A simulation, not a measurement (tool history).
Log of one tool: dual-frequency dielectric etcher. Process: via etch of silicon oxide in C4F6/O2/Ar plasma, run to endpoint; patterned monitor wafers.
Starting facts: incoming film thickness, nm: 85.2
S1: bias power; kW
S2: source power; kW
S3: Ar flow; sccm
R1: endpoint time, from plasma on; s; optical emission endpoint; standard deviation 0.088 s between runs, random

| run | day | S1 | S2 | S3 | R1 |
|---|---|---|---|---|---|
| 1 | 0 | 0.421 | 0.33 | 306 | 22.602 |
| 2 | 0.121 | 0.436 | 0.33 | 305 | 22.038 |
| 3 | 0.379 | 0.4 | 0.33 | 305 | 22.784 |
| 4 | 0.696 | 0.416 | 0.34 | 303 | 22.225 |
| 5 | 1.008 | 0.416 | 0.34 | 277 | 21.897 |
| 6 | 1.338 | 0.416 | 0.37 | 277 | 21.28 |
| 7 | 1.446 | 0.424 | 0.37 | 276 | 20.831 |
| 8 | 1.575 | 0.429 | 0.37 | 276 | 20.909 |
| 9 | 1.683 | 0.435 | 0.37 | 276 | 20.733 |
| 10 | 1.95 | 0.44 | 0.37 | 276 | 20.845 |

Run 11 comes next. What will it give?
| 11 | 2.233 | 0.445 | 0.37 | 275 | ? |

R1: 20.489 s
